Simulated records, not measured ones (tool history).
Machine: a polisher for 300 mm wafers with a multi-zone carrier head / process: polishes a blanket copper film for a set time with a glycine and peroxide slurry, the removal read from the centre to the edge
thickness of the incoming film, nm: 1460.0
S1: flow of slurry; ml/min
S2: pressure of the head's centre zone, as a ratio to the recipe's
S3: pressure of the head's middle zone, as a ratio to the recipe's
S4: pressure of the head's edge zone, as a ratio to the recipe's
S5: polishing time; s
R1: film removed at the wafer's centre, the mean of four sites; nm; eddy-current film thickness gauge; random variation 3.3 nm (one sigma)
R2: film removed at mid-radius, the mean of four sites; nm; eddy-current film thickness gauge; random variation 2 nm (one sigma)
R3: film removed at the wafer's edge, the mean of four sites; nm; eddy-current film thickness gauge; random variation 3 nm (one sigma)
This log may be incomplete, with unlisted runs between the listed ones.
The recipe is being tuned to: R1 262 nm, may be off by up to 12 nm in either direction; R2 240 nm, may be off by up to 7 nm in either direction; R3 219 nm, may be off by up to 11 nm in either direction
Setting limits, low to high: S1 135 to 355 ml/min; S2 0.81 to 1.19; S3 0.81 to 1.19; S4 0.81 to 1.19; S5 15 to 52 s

run  hour   S1    S2    S3    S4  S5      R1      R2      R3
  1     0  225     1     1     1  33   170.4  171.19  165.48
  2   5.1  260     1     1     1  33  175.41  172.43  163.66
  3  13.6  260  1.02  1.01  1.01  34  183.44  179.39  176.19
  4  20.5  265  1.04  1.03  0.99  35  193.46  185.08  177.65
  5  25.1  270  1.05  1.05  0.99  36  197.19  195.67  185.72
  6  26.7  270   1.1  1.05  0.99  36   208.8  196.44     183
  7  33.8  275  1.11  1.06  0.99  37  221.71  203.84  186.16
  8  35.4  275  1.11  1.06  0.99  37  219.27  205.03  186.58
  9  37.8  280  1.12  1.07     1  38  226.62  213.78  192.63

Exactly one of the 4 candidate moves below puts every result within its allowed miss. Which one?
  A  40.2  355  1.14  1.07  0.97  42   ?   ?   ?
  B  40.2  295  0.95  0.85  1.17  43   ?   ?   ?
  C  40.2  350  1.19  1.19  0.95  41   ?   ?   ?
  D  40.2  205  0.93  1.17  1.04  42   ?   ?   ?

move      R1      R2      R3
   A  258.34  240.51  218.47
   B  215.58   199.7  233.02
   C   263.2  256.87   211.6
   D  196.03  243.63  211.52
A: all results land within tolerance of their targets
B: its largest miss is bigger than the last run's
C: pushes the last run's worst result past its target
D: brings the result that was furthest off to its target, and leaves another outside
Go with A: it meets all targets.

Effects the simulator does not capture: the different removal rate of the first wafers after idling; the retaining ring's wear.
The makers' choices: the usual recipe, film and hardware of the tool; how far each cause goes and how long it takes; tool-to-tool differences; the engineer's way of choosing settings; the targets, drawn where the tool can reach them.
